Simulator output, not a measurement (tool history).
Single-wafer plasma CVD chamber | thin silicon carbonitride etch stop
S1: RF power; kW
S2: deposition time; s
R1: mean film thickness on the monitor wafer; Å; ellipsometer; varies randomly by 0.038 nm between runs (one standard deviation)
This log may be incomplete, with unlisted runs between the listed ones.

run	hour	S1	S2	R1
1	0.0	0.180	19.9	105.180
2	1.6	0.180	17.1	90.462
3	8.5	0.190	17.1	92.494
4	11.8	0.165	17.1	87.331
5	18.4	0.165	18.3	94.013
6	21.7	0.175	18.6	97.005
7	26.3	0.185	18.8	100.410

Run 8 has not been measured yet. What should we expect?
8	28.4	0.195	18.9	?

R1: 103.390 Å
